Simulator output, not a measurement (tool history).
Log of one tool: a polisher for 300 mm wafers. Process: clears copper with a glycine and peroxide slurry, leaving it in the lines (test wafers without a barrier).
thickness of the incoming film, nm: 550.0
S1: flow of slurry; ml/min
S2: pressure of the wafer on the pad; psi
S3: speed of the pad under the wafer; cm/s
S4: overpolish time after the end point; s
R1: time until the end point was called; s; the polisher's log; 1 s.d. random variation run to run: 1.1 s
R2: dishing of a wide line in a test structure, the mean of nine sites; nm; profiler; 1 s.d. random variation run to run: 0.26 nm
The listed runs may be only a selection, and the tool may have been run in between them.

run	hour	S1	S2	S3	S4	R1	R2
1	0.0	120	3.3	118	12	76.662	58.427
2	2.4	120	3.3	108	12	79.401	55.047
3	8.3	140	3.3	94	10	85.611	45.796
4	11.8	140	3.3	82	10	90.611	42.729
5	18.5	140	3.3	68	10	101.020	39.108
6	25.5	150	3.4	64	8	100.260	31.727
7	32.4	155	3.6	62	7	98.191	28.905
8	34.7	180	4.5	58	4	88.396	19.588
9	40.7	150	4.6	64	4	85.931	19.710
10	41.6	150	4.4	70	4	82.953	20.266
11	46.9	150	4.2	74	4	82.183	20.757
12	54.4	150	4.0	78	4	82.130	20.289
13	58.5	150	3.9	80	4	84.717	20.230
14	60.5	150	3.9	80	4	84.697	20.277
# hour 63.6: worn pad replaced by a new one
15	63.6	150	3.8	82	4	75.355	21.689
16	68.8	150	3.7	80	4	78.172	21.871

Forecast run 17:
17	76.3	150	3.5	78	4	?	?

{"run 17": {"R1": 81.421, "R2": 20.607}}
